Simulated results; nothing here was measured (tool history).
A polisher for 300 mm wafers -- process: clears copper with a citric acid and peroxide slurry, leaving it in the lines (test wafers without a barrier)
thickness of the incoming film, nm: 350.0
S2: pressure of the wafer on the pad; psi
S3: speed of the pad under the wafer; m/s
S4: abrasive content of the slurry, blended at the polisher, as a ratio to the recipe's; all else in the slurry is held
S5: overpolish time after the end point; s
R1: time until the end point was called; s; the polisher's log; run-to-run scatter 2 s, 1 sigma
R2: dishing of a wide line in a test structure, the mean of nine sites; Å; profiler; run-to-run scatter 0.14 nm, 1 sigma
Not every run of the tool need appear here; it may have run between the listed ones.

{"run": 1, "hour": 0.0, "flow of slurry (ml/min)": 315, "S2": 3.2, "S3": 1.1, "S4": 1, "S5": 19, "R1": 130.62, "R2": 344.22}
{"run": 2, "hour": 6.0, "flow of slurry (ml/min)": 315, "S2": 3, "S3": 1.12, "S4": 1, "S5": 17, "R1": 134.71, "R2": 307.64}
{"run": 3, "hour": 12.5, "flow of slurry (ml/min)": 350, "S2": 3, "S3": 1.12, "S4": 1, "S5": 17, "R1": 132.94, "R2": 311.45}
{"run": 4, "hour": 20.8, "flow of slurry (ml/min)": 325, "S2": 2.9, "S3": 1.12, "S4": 1, "S5": 15, "R1": 134.2, "R2": 262.73}
{"run": 5, "hour": 26.8, "flow of slurry (ml/min)": 325, "S2": 2.9, "S3": 1.34, "S4": 1, "S5": 15, "R1": 115.84, "R2": 307.01}
{"run": 6, "hour": 31.6, "flow of slurry (ml/min)": 305, "S2": 2.7, "S3": 1.38, "S4": 1, "S5": 14, "R1": 118.01, "R2": 283.18}
{"run": 7, "hour": 33.5, "flow of slurry (ml/min)": 215, "S2": 1.8, "S3": 1.68, "S4": 0.75, "S5": 6, "R1": 163.41, "R2": 92.424}
{"run": 8, "hour": 35.9, "flow of slurry (ml/min)": 230, "S2": 1.9, "S3": 1.68, "S4": 0.7, "S5": 6, "R1": 158.8, "R2": 95.275}

The next listed run, before its measurement:
{"run": 9, "hour": 38.3, "flow of slurry (ml/min)": 245, "S2": 2, "S3": 1.68, "S4": 0.65, "S5": 6, "R1": "?", "R2": "?"}

R1: 156.64 s
R2: 100.23 Å
